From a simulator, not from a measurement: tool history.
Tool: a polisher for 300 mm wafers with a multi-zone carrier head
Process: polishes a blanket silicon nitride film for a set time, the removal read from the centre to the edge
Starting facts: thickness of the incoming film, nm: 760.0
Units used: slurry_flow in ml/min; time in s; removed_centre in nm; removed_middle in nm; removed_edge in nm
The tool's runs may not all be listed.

run  hour  slurry_flow  centre_zone  middle_zone  edge_zone  time  removed_centre  removed_middle  removed_edge
  1     0          280            1            1          1    47          103.73          99.121        104.42
  2   7.9          280         0.98         0.99       0.99    46          101.06          98.371        101.78
  3  16.6          280         0.98         0.99       0.99    35          73.634          75.877        76.803
  4  22.6          250         0.98         0.99       0.99    35          74.413          74.193        76.663
  5  25.7          255         0.98            1       1.01    36          76.005          76.552        78.348
  6  34.5          265         0.98         0.99       1.02    37          78.872          79.997        80.452
  7  42.2          265         0.98         0.99       1.02    37          78.501           78.09        82.005

Run 8 has not been measured yet. What should we expect?
  8  43.4          270         0.98         0.99       1.03    37               ?               ?             ?

removed_centre: 79.967 nm
removed_middle: 78.968 nm
removed_edge: 81.579 nm
